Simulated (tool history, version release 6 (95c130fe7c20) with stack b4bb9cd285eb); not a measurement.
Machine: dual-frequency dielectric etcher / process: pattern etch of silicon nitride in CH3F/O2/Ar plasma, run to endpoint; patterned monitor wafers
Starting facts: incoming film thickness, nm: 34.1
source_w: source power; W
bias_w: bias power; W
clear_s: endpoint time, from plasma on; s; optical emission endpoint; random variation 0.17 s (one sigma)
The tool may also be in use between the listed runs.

run	day	source_w	bias_w	clear_s
1	0.000	420	83	45.236
2	0.242	420	97	43.443
3	0.408	390	97	44.317
4	0.717	390	106	43.310
5	0.958	350	102	45.001
6	1.250	320	97	46.427

Run 7 is up next; what results do you expect?
7	1.392	300	93	?

{"run 7": {"clear_s": 47.792}}
